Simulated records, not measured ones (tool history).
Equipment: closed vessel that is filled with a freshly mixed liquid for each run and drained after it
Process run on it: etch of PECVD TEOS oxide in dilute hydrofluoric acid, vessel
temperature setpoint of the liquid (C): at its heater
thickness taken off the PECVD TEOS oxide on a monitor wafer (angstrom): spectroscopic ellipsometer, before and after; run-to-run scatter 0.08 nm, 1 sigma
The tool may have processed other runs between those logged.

run  hour  temperature setpoint of the liquid (C)  parts of water to one part of 49 % hydrofluoric acid (parts by volume)  time in the liquid (s)  thickness taken off the PECVD TEOS oxide on a monitor wafer (angstrom)
  1   0.0                                    20.0                                                                      80                      30                                                                  50.512
  2   3.6                                    22.0                                                                      75                      30                                                                  57.325
  3  12.4                                    23.5                                                                      70                      30                                                                  66.810
  4  18.4                                    24.5                                                                      65                      30                                                                  74.770
  5  24.3                                    24.5                                                                      85                      30                                                                  55.261
  6  32.9                                    24.5                                                                      85                      30                                                                  56.229
  7  36.3                                    24.5                                                                      85                      30                                                                  55.726
  8  43.9                                    25.5                                                                      80                      30                                                                  62.163
  9  51.0                                    26.0                                                                      75                      30                                                                  67.613
 10  58.1                                    26.5                                                                      70                      30                                                                  75.163
 11  65.6                                    27.0                                                                      65                      30                                                                  82.229

Run 12 comes next. What will it give?
 12  70.7                                    27.0                                                                      65                      30                                                                       ?

{"run 12": {"thickness taken off the PECVD TEOS oxide on a monitor wafer (angstrom)": 82.643}}
